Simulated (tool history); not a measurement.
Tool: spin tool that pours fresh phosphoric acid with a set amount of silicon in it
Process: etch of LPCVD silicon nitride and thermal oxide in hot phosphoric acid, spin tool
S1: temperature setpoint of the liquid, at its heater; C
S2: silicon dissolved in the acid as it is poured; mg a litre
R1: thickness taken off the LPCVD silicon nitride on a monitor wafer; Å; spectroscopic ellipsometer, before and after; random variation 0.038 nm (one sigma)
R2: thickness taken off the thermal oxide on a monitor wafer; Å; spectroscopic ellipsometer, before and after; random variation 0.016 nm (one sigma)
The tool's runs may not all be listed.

{"run": 1, "hour": 0.0, "S1": 161.0, "S2": 18.5, "time under the liquid (s)": 180, "R1": 143.52, "R2": 3.1985}
{"run": 2, "hour": 0.7, "S1": 161.0, "S2": 18.5, "time under the liquid (s)": 130, "R1": 104.16, "R2": 2.5697}
{"run": 3, "hour": 7.2, "S1": 160.0, "S2": 16.5, "time under the liquid (s)": 120, "R1": 92.733, "R2": 2.062}
{"run": 4, "hour": 8.9, "S1": 158.5, "S2": 16.5, "time under the liquid (s)": 120, "R1": 88.968, "R2": 1.8121}
{"run": 5, "hour": 11.2, "S1": 157.5, "S2": 16.5, "time under the liquid (s)": 120, "R1": 85.281, "R2": 1.7013}
{"run": 6, "hour": 12.3, "S1": 156.5, "S2": 16.5, "time under the liquid (s)": 120, "R1": 82.484, "R2": 1.4911}
{"run": 7, "hour": 13.1, "S1": 156.5, "S2": 13.0, "time under the liquid (s)": 115, "R1": 77.798, "R2": 1.5745}
{"run": 8, "hour": 20.2, "S1": 156.5, "S2": 1.0, "time under the liquid (s)": 115, "R1": 78.494, "R2": 2.0669}
{"run": 9, "hour": 26.8, "S1": 156.5, "S2": 1.0, "time under the liquid (s)": 110, "R1": 75.524, "R2": 2.1429}

Forecast run 10:
{"hour": 34.2, "done": "thermometer replaced"}
{"run": 10, "hour": 34.2, "S1": 156.5, "S2": 0.5, "time under the liquid (s)": 105, "R1": "?", "R2": "?"}

R1: 77.540 Å
R2: 2.0972 Å
